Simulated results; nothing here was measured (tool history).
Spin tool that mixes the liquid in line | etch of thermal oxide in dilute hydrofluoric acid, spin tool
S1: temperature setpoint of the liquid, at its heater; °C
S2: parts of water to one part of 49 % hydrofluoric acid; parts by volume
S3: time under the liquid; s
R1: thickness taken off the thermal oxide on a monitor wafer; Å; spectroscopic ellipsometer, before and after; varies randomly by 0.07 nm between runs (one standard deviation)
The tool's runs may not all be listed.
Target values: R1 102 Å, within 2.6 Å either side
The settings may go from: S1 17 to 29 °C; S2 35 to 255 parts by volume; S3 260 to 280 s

run,hour,S1,S2,S3,R1
1,0,21,145,260,80.788
2,8.2,23,145,260,88.3
3,15,23.5,145,260,88.467
4,19.9,23.5,145,260,88.969
5,22.8,21,145,260,81.105
6,28.7,22,145,260,85.42
# hour 30: thermometer replaced
7,30,22.5,145,260,79.793
8,37.6,23.5,145,260,82.255
9,38.3,23.5,140,260,85.732
10,45.3,24,135,260,91.296
11,53.9,24.5,135,260,91.95
12,59.5,25,135,260,93.886
13,68.1,25.5,135,260,96.665

Below are 5 possible settings for the next run. Only one of them brings all results inside the allowed miss of their targets. Which is it?
A,76.7,25.5,140,265,?
B,76.7,25.5,145,275,?
C,76.7,24,125,265,?
D,76.7,26,135,280,?
E,76.7,23.5,130,270,?

move,R1
A,94.318
B,93.939
C,101.52
D,105.96
E,96.969
A: lands further from the targets than the last run did
B: lands further from the targets than the last run did
C: each result inside its tolerance
D: moves the result that the last run missed by most past its target, out the other side
E: moves toward the targets from the last run without getting all of them in spec
C is the move that brings every result within its allowed miss.
